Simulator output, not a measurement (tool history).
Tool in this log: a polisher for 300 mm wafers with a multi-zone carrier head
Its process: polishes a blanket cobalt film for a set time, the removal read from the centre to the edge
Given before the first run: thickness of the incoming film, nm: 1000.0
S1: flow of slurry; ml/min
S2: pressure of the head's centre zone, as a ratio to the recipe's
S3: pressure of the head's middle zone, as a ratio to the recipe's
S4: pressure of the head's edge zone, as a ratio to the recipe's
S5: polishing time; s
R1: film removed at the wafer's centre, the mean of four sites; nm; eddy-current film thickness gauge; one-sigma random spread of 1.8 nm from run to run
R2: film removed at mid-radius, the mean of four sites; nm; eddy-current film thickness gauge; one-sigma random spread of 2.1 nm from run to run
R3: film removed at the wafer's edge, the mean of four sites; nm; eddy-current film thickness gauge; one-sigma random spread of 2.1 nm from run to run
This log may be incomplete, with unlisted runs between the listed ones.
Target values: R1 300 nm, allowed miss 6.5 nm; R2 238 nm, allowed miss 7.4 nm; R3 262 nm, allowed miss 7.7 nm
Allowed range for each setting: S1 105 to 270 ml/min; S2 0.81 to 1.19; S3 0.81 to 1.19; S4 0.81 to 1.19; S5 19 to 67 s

run,hour,S1,S2,S3,S4,S5,R1,R2,R3
1,0,175,1,1,1,43,198.33,197.38,202.86
2,7.5,175,1,1.08,1,43,199.39,213.96,200.28
3,16.3,185,1.03,1.07,1.02,44,210.38,220.53,210.83
4,18.4,185,1.03,1.07,1.05,44,210.42,219.72,208.54
5,25.5,185,1.03,1.07,1.09,44,209.84,219.05,218.03
6,28.1,210,1.03,1.07,1.09,44,217.15,224.51,218.54
7,33.3,215,1.06,1.05,1.1,45,226.98,222.5,228.14
8,41.1,225,1.08,1.04,1.09,46,237.53,230.11,228.88
9,44.2,230,1.1,1.02,1.09,47,252.59,233.75,237.05
10,45.6,235,1.11,1.01,1.1,47,252.27,229.23,238.23
11,53.1,240,1.12,1,1.1,48,260.22,233.91,245.37
12,56.8,245,1.13,0.99,1.1,48,264.23,232.94,245.76
13,62.7,250,1.14,0.98,1.1,48,269.4,234.02,243.87
14,69.6,250,1.14,0.98,1.1,48,268.93,230.58,244.19
15,75.3,250,1.15,0.98,1.1,48,268.04,230.85,244.86
16,77.6,255,1.16,0.97,1.1,48,274.72,228.98,242.53
17,84,255,1.16,0.97,1.11,48,272.7,227.63,244.67
18,85.1,255,1.16,0.97,1.11,48,271.4,226.64,247.89
19,89,265,1.18,0.95,1.1,50,293.46,233.47,255.26
20,95.3,265,1.19,0.95,1.11,50,292.39,236.36,257.69

Which of these 5 next moves meets every target?
A,101.6,265,1.13,1,1.17,50,?,?,?
B,101.6,265,1.16,0.96,1.1,49,?,?,?
C,101.6,245,1.14,0.93,1.04,52,?,?,?
D,101.6,255,1.16,0.9,1.03,53,?,?,?
E,101.6,230,1.14,0.99,1.18,51,?,?,?

move,R1,R2,R3
A,280,243.87,264.46
B,281.65,230.91,251.22
C,290.63,236.46,257.52
D,303.02,235.64,262.3
E,282.61,242.38,267.44
A: misses by more than the last run did
B: misses by more than the last run did
C: misses by more than the last run did
D: each result inside its tolerance
E: misses by more than the last run did
Correct choice: D, which meets every target
